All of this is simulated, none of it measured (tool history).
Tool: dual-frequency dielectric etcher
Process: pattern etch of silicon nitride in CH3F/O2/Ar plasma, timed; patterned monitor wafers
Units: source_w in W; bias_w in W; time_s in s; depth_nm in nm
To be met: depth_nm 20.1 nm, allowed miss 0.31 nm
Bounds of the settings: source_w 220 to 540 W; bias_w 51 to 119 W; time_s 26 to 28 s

{"run": 1, "hour": 0.0, "source_w": 380, "bias_w": 85, "time_s": 28, "depth_nm": 22.433}
{"run": 2, "hour": 0.6, "source_w": 370, "bias_w": 85, "time_s": 28, "depth_nm": 22.214}
{"run": 3, "hour": 1.3, "source_w": 370, "bias_w": 91, "time_s": 28, "depth_nm": 22.787}
{"run": 4, "hour": 2.8, "source_w": 370, "bias_w": 91, "time_s": 26, "depth_nm": 21.386}
{"run": 5, "hour": 5.1, "source_w": 370, "bias_w": 91, "time_s": 26, "depth_nm": 21.197}
{"run": 6, "hour": 6.0, "source_w": 370, "bias_w": 91, "time_s": 26, "depth_nm": 21.178}
{"run": 7, "hour": 14.5, "source_w": 360, "bias_w": 91, "time_s": 26, "depth_nm": 20.993}
{"run": 8, "hour": 17.9, "source_w": 340, "bias_w": 91, "time_s": 26, "depth_nm": 20.797}

5 next moves are on the table. One of them brings every result within its allowed miss. Which?
{"run": "A", "hour": 21.3, "source_w": 330, "bias_w": 97, "time_s": 26, "depth_nm": "?"}
{"run": "B", "hour": 21.3, "source_w": 340, "bias_w": 86, "time_s": 27, "depth_nm": "?"}
{"run": "C", "hour": 21.3, "source_w": 340, "bias_w": 98, "time_s": 26, "depth_nm": "?"}
{"run": "D", "hour": 21.3, "source_w": 250, "bias_w": 103, "time_s": 27.5, "depth_nm": "?"}
{"run": "E", "hour": 21.3, "source_w": 320, "bias_w": 86, "time_s": 26.5, "depth_nm": "?"}

move=A depth_nm=21.068
move=B depth_nm=20.936
move=C depth_nm=21.391
move=D depth_nm=20.786
move=E depth_nm=20.109
A: further off than the last run
B: further off than the last run
C: further off than the last run
D: as far off as the last run
E: meets every target
Move E is the one to make.
